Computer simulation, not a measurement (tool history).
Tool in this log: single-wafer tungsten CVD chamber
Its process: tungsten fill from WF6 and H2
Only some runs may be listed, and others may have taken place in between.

| run | hour | heater temperature setpoint (K) | chamber pressure (mTorr) | deposition time (s) | mean film thickness on the monitor wafer (Å) |
|---|---|---|---|---|---|
| 1 | 0.0 | 668.15 | 29600 | 12.4 | 291.44 |
| 2 | 3.0 | 672.15 | 29600 | 12.4 | 316.58 |
| 3 | 3.9 | 672.15 | 29600 | 11.8 | 301.59 |
| 4 | 11.0 | 665.15 | 29400 | 11.8 | 259.37 |
| 5 | 17.2 | 661.15 | 29300 | 11.8 | 237.14 |
| 6 | 18.4 | 661.15 | 26800 | 11.8 | 232.20 |
| 7 | 24.3 | 659.15 | 26700 | 11.8 | 222.41 |
| 8 | 29.5 | 652.15 | 26500 | 11.8 | 187.02 |

Run 9 comes next. What will it give?
| 9 | 32.5 | 653.15 | 26500 | 11.8 | ? |

Run 9 measured mean film thickness on the monitor wafer (Å) 192.47.
